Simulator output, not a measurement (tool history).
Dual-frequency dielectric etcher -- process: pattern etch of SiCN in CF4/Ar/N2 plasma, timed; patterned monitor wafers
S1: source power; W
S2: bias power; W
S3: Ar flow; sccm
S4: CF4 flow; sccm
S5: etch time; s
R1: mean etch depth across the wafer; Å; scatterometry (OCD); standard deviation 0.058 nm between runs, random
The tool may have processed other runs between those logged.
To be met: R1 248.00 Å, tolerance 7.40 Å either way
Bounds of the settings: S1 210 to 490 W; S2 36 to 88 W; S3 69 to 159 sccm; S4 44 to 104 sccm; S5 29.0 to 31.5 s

run    day   S1  S2   S3  S4    S5      R1
  1  0.000  350  62  114  74  31.5  200.86
  2  0.121  380  63  114  74  31.5  218.47
  3  0.317  400  63  114  74  31.5  228.27
  4  0.683  400  56  114  74  31.5  213.48
  5  1.004  400  52  114  74  31.5  204.12
     1.346  -- CF4 flow controller replaced
  6  1.346  400  52  114  74  31.5  202.66
  7  1.392  430  53  114  74  31.5  218.21
  8  1.696  450  54  114  74  31.5  230.72
  9  1.971  460  54  114  74  31.5  235.08
 10  2.150  470  54  114  74  31.5  238.89

Exercise: of the 4 proposed moves below, exactly one satisfies all targets within the stated allowed misses. Which move is it?
  A  2.329  490  59  119  77  31.5   ?
  B  2.329  470  59  111  79  31.0   ?
  C  2.329  460  59  119  73  30.0   ?
  D  2.329  480  54  123  80  29.5   ?

move      R1
   A  260.42
   B  250.15
   C  232.71
   D  228.25
A: carries the result that was furthest off beyond its target, to the other side
B: hits every target within its allowed miss
C: misses by more than the last run did
D: misses by more than the last run did
The right move is B.

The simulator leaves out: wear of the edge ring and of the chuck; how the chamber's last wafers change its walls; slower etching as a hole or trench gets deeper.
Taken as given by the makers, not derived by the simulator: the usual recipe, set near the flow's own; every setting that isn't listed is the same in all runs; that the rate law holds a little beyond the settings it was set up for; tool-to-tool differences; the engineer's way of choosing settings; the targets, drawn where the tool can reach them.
